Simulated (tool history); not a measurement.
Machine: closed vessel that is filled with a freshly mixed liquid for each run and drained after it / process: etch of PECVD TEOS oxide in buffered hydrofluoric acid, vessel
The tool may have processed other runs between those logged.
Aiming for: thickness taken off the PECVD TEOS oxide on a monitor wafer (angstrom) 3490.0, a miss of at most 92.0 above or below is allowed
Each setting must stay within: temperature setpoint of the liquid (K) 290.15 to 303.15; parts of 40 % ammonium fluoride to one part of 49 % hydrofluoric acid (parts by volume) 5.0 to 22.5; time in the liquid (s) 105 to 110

run,hour,temperature setpoint of the liquid (K),parts of 40 % ammonium fluoride to one part of 49 % hydrofluoric acid (parts by volume),time in the liquid (s),thickness taken off the PECVD TEOS oxide on a monitor wafer (angstrom)
1,0.0,295.15,13.5,105,1357.8
2,7.7,296.65,12.0,105,1668.4
3,15.9,294.15,12.0,105,1457.0
4,18.9,296.15,11.0,105,1756.7
5,27.6,297.65,10.0,105,2084.0
6,30.5,297.65,13.5,105,1561.1
7,31.5,298.65,12.0,105,1856.6
8,33.3,299.65,11.0,105,2139.5
9,34.7,300.15,10.0,105,2418.1
10,38.7,300.65,9.5,105,2522.1
11,43.2,301.15,9.0,105,2714.3
12,47.8,301.65,8.5,105,2982.6
13,49.7,302.15,8.5,105,3050.7
14,58.0,302.65,8.0,105,3299.9
15,63.5,303.15,7.5,105,3628.6

5 next moves are on the table. One of them brings every result within its allowed miss. Which?
A,69.0,303.15,7.5,110,?
B,69.0,302.65,7.5,110,?
C,69.0,302.15,7.5,105,?
D,69.0,302.15,7.0,105,?
E,69.0,301.65,7.0,110,?

move,thickness taken off the PECVD TEOS oxide on a monitor wafer (angstrom)
A,3846.7
B,3747.1
C,3483.9
D,3752.9
E,3829.2
A: moves away from the targets compared with the last run
B: moves away from the targets compared with the last run
C: in spec on every target
D: moves away from the targets compared with the last run
E: moves away from the targets compared with the last run
So the answer is move C, the one that meets all the targets.
